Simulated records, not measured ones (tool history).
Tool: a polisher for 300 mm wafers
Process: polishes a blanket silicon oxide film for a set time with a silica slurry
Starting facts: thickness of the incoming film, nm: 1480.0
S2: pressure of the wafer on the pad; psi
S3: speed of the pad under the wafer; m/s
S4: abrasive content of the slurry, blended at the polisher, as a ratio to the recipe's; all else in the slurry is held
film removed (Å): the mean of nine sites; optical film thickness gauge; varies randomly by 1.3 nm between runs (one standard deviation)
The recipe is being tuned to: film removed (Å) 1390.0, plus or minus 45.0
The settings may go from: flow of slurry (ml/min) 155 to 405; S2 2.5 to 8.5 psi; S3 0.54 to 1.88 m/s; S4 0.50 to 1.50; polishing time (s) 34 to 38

Run 1, hour 0.0: flow of slurry (ml/min) 260, S2 5.5 psi, S3 1.20 m/s, S4 1.00, polishing time (s) 38. Result: film removed (Å) 1766.5.
Run 2, hour 5.0: flow of slurry (ml/min) 260, S2 5.5 psi, S3 1.20 m/s, S4 1.15, polishing time (s) 38. Result: film removed (Å) 1904.9.
Run 3, hour 12.5: flow of slurry (ml/min) 260, S2 4.4 psi, S3 1.20 m/s, S4 1.15, polishing time (s) 38. Result: film removed (Å) 1536.1.
Run 4, hour 20.8: flow of slurry (ml/min) 260, S2 4.4 psi, S3 1.44 m/s, S4 1.15, polishing time (s) 38. Result: film removed (Å) 1745.4.
Run 5, hour 26.5: flow of slurry (ml/min) 260, S2 4.4 psi, S3 1.44 m/s, S4 1.05, polishing time (s) 38. Result: film removed (Å) 1707.5.
Run 6, hour 27.6: flow of slurry (ml/min) 260, S2 4.4 psi, S3 1.20 m/s, S4 1.05, polishing time (s) 38. Result: film removed (Å) 1488.4.
Run 7, hour 36.5: flow of slurry (ml/min) 260, S2 4.3 psi, S3 1.20 m/s, S4 1.05, polishing time (s) 38. Result: film removed (Å) 1452.5.
Run 8, hour 45.2: flow of slurry (ml/min) 260, S2 4.3 psi, S3 1.20 m/s, S4 1.05, polishing time (s) 38. Result: film removed (Å) 1467.7.
Run 9, hour 52.8: flow of slurry (ml/min) 260, S2 4.3 psi, S3 1.20 m/s, S4 1.05, polishing time (s) 38. Result: film removed (Å) 1437.9.

Which single option among these 4 for the next run brings every result within its allowed miss of target? Just one does.
Run A, hour 60.4: flow of slurry (ml/min) 250, S2 4.4 psi, S3 1.38 m/s, S4 0.95, polishing time (s) 36. Result: film removed (Å) ?.
Run B, hour 60.4: flow of slurry (ml/min) 240, S2 4.4 psi, S3 1.30 m/s, S4 1.10, polishing time (s) 36. Result: film removed (Å) ?.
Run C, hour 60.4: flow of slurry (ml/min) 180, S2 3.3 psi, S3 1.58 m/s, S4 1.20, polishing time (s) 37. Result: film removed (Å) ?.
Run D, hour 60.4: flow of slurry (ml/min) 250, S2 4.0 psi, S3 1.22 m/s, S4 1.30, polishing time (s) 38. Result: film removed (Å) ?.

move  film removed (Å)
   A            1476.1
   B            1506.8
   C            1378.2
   D            1492.8
A: lands further from the targets than the last run did
B: lands further from the targets than the last run did
C: every result within its allowed miss
D: lands further from the targets than the last run did
The move that meets every target is C.
